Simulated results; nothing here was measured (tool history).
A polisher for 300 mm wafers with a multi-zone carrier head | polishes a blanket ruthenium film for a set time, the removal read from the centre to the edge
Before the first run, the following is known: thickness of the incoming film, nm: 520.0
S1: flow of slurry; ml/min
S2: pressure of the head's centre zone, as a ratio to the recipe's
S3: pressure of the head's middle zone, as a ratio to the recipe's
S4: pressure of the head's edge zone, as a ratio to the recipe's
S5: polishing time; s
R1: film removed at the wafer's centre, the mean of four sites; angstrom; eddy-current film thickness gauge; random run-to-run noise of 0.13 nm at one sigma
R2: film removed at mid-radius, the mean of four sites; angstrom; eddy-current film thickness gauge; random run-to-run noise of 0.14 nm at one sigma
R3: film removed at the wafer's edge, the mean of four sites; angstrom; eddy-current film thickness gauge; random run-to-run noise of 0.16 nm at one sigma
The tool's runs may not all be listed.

run 1 hour=0 | S1=240 S2=1 S3=1 S4=1 S5=54 | R1=321.74 R2=323.61 R3=321.28
run 2 hour=8.7 | S1=235 S2=0.98 S3=1 S4=0.99 S5=51 | R1=303.7 R2=309.54 R3=305.02
run 3 hour=14.9 | S1=225 S2=0.96 S3=1 S4=0.98 S5=48 | R1=275.5 R2=285.67 R3=284.18
run 4 hour=19.8 | S1=220 S2=0.95 S3=1.01 S4=0.97 S5=46 | R1=262.37 R2=281.86 R3=270.29
run 5 hour=24.7 | S1=275 S2=0.95 S3=1.01 S4=0.97 S5=46 | R1=265.54 R2=285.37 R3=274.74
run 6 hour=32.6 | S1=275 S2=0.95 S3=1.01 S4=1.01 S5=46 | R1=271.15 R2=287 R3=272.37
run 7 hour=34.3 | S1=270 S2=0.94 S3=1.01 S4=1 S5=44 | R1=252.24 R2=268.65 R3=262.45
run 8 hour=36.4 | S1=270 S2=0.93 S3=1.01 S4=1 S5=42 | R1=234.54 R2=261 R3=251.99
run 9 hour=44.4 | S1=275 S2=0.93 S3=1.01 S4=1 S5=40 | R1=225.26 R2=247.3 R3=243.73

What does the tool deliver on the next run?
run 10 hour=46.8 | S1=280 S2=0.93 S3=1.01 S4=0.99 S5=38 | R1=? R2=? R3=?

{"run 10": {"R1": 216.63, "R2": 233.62, "R3": 228.68}}
